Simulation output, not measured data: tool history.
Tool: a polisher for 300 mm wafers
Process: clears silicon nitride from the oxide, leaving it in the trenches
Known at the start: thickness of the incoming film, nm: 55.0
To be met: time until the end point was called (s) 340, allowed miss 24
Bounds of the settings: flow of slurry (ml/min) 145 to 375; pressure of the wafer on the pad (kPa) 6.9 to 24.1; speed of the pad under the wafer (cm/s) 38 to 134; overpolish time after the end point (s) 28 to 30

| run | hour | flow of slurry (ml/min) | pressure of the wafer on the pad (kPa) | speed of the pad under the wafer (cm/s) | overpolish time after the end point (s) | time until the end point was called (s) |
|---|---|---|---|---|---|---|
| 1 | 0 | 240 | 15.2 | 86 | 28 | 90.4 |
| 2 | 0.9 | 240 | 15.2 | 68 | 28 | 117.25 |
| 3 | 8.4 | 240 | 15.2 | 68 | 30 | 118.78 |
| 4 | 9.1 | 185 | 15.2 | 68 | 30 | 125.62 |
| 5 | 13.3 | 220 | 15.2 | 68 | 30 | 123.31 |
| 6 | 19.3 | 220 | 12.4 | 68 | 30 | 138.86 |
| 7 | 23.9 | 195 | 10.3 | 58 | 30 | 202.51 |
| 8 | 30.9 | 190 | 9 | 52 | 30 | 258.31 |
| 9 | 33.9 | 185 | 8.3 | 50 | 30 | 290.08 |

5 next moves are on the table. One of them brings every result within its allowed miss. Which?
| A | 36.9 | 215 | 7.6 | 46 | 28 | ? |
| B | 36.9 | 145 | 6.9 | 64 | 28 | ? |
| C | 36.9 | 160 | 8.3 | 52 | 28 | ? |
| D | 36.9 | 150 | 7.6 | 60 | 30 | ? |
| E | 36.9 | 180 | 6.9 | 60 | 28 | ? |

| move | time until the end point was called (s) |
|---|---|
| A | 329.16 |
| B | 289.17 |
| C | 288.86 |
| D | 278.51 |
| E | 290.42 |
A: meets every target
B: as far off as the last run
C: as far off as the last run
D: further off than the last run
E: as far off as the last run
The right move is A.
